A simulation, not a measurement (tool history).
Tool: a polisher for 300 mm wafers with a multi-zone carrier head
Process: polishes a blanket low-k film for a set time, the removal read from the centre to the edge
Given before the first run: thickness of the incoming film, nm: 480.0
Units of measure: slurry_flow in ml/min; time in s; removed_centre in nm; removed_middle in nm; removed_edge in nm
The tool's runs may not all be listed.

run	day	slurry_flow	centre_zone	middle_zone	edge_zone	slurry_solids	time	removed_centre	removed_middle	removed_edge
1	0	130	1	1	1	1	43	11.575	11.187	11.159
2	0.317	100	1	1	1	1	43	10.972	10.441	10.904
3	0.462	100	1	1	1	0.9	43	10.456	10.143	10.478
4	0.812	100	1	1	1.03	0.9	43	10.563	10.313	10.605
5	0.983	100	1	1	1.03	0.9	37	9.0343	8.6674	9.1429
6	1.2	110	1.02	1.01	1.07	1.1	39	10.481	10.128	10.746
7	1.454	145	1.12	1.03	1.17	1.35	42	13.634	12.631	13.574
8	1.604	155	1.13	1.03	1.18	1.4	42	14.189	12.897	13.782
9	1.625	155	1.14	1.03	1.18	1.45	42	14.391	13.096	13.95

Run 10, settings as shown, results not yet in. Your forecast:
10	1.658	155	1.14	1.03	1.18	1.45	42	?	?	?

Run 10 gave removed_centre 14.333 nm, removed_middle 13.16 nm, removed_edge 14.082 nm.
